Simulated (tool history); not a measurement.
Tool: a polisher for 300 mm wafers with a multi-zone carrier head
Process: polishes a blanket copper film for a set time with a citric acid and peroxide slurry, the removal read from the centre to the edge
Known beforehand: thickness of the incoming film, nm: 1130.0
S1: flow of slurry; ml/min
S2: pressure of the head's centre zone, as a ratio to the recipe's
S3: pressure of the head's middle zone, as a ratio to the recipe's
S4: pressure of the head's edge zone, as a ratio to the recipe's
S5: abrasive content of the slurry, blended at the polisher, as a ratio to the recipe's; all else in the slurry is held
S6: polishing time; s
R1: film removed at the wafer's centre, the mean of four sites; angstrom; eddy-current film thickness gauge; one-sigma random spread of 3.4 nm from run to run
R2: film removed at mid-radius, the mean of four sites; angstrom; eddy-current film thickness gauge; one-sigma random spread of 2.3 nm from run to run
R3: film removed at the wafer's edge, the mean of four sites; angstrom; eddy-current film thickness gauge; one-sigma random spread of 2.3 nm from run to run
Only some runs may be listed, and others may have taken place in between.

| run | hour | S1 | S2 | S3 | S4 | S5 | S6 | R1 | R2 | R3 |
|---|---|---|---|---|---|---|---|---|---|---|
| 1 | 0 | 295 | 1 | 1 | 1 | 1 | 74 | 1336.4 | 1330.8 | 1316.2 |
| 2 | 1.6 | 295 | 1 | 1 | 1 | 1 | 64 | 1182 | 1151.4 | 1162.3 |
| 3 | 8.3 | 305 | 1.05 | 1.02 | 1.03 | 1.15 | 74 | 1471.4 | 1402.9 | 1378 |
| 4 | 13.9 | 310 | 1.08 | 1.03 | 1.06 | 1.25 | 81 | 1658.7 | 1593.3 | 1527 |
| 5 | 18.9 | 315 | 1.1 | 1.02 | 1.07 | 1.35 | 87 | 1870.9 | 1691.4 | 1704.3 |
| 6 | 26.7 | 350 | 1.1 | 1.02 | 1.07 | 1.35 | 87 | 1903.5 | 1700.2 | 1685.6 |
| 7 | 29.9 | 350 | 1.11 | 1.04 | 1.08 | 1.4 | 90 | 1962 | 1791.4 | 1760.6 |
| 8 | 38.2 | 350 | 1.12 | 1.05 | 1.08 | 1.45 | 93 | 2057.5 | 1885.3 | 1857.9 |
| 9 | 41.6 | 355 | 1.13 | 1.06 | 1.08 | 1.45 | 95 | 2184.6 | 1941 | 1902.6 |

Run 10 comes next. What will it give?
| 10 | 44.5 | 355 | 1.13 | 1.07 | 1.08 | 1.45 | 96 | ? | ? | ? |

{"run 10": {"R1": 2149.8, "R2": 1989.4, "R3": 1935}}
